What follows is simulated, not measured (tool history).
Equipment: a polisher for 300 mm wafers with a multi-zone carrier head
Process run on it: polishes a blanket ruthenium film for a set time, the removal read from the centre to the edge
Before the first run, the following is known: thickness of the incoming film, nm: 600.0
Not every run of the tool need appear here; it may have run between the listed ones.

run	hour	flow of slurry (ml/min)	pressure of the head's centre zone	pressure of the head's middle zone	pressure of the head's edge zone	polishing time (s)	film removed at the wafer's centre (angstrom)	film removed at mid-radius (angstrom)	film removed at the wafer's edge (angstrom)
1	0	270	1	1	1	73	598.52	615.83	582.37
2	7.9	330	1	1	1	73	611.93	625.78	587.53
3	12.7	295	1	1	1	73	608.49	604.38	598.63
4	13.4	295	1.05	1	1	73	631.91	624.55	598.46
5	14.7	285	1.03	0.98	0.95	63	535.69	520.9	509.79
6	17	255	1.03	0.98	0.92	56	473.48	460.6	426.96
7	23.7	185	0.93	0.88	0.82	38	276.47	280.99	271.15

Expected results for the next run?
8	30.4	215	0.95	0.89	0.83	37	?	?	?

For run 8 the tool returned film removed at the wafer's centre (angstrom) 278.57, film removed at mid-radius (angstrom) 278.95, film removed at the wafer's edge (angstrom) 263.26.

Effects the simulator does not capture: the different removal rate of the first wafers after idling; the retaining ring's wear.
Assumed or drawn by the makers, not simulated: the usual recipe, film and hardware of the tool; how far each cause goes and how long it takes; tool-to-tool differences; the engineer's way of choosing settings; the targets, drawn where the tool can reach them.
